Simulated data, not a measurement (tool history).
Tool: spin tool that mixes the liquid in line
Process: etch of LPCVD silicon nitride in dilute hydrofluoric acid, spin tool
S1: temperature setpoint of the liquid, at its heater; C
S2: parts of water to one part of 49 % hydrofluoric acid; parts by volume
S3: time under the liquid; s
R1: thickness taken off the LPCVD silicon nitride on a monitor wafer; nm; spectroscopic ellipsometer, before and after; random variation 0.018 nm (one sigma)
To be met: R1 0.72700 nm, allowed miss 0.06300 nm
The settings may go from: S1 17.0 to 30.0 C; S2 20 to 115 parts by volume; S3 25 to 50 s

run 1 hour=0.0 | S1=22.0 S2=65 S3=50 | R1=0.31762
run 2 hour=1.8 | S1=25.0 S2=65 S3=50 | R1=0.38107
run 3 hour=5.1 | S1=25.0 S2=45 S3=50 | R1=0.56081
run 4 hour=13.4 | S1=25.0 S2=45 S3=25 | R1=0.28061
run 5 hour=18.1 | S1=26.0 S2=40 S3=30 | R1=0.41185
run 6 hour=24.3 | S1=26.5 S2=35 S3=30 | R1=0.46406
run 7 hour=25.5 | S1=27.0 S2=30 S3=30 | R1=0.54905
run 8 hour=30.5 | S1=27.5 S2=30 S3=30 | R1=0.60639
run 9 hour=33.1 | S1=28.5 S2=30 S3=30 | R1=0.63992

4 next moves are on the table. One of them brings every result within its allowed miss. Which?
run A hour=35.7 | S1=30.0 S2=20 S3=25 | R1=?
run B hour=35.7 | S1=28.5 S2=40 S3=35 | R1=?
run C hour=35.7 | S1=30.0 S2=50 S3=50 | R1=?
run D hour=35.7 | S1=30.0 S2=40 S3=50 | R1=?

move=A R1=0.86133
move=B R1=0.55782
move=C R1=0.70521
move=D R1=0.87881
A: takes the result that was furthest off past its target
B: further off than the last run
C: meets every target
D: takes the result that was furthest off past its target
Move C is the one to make.
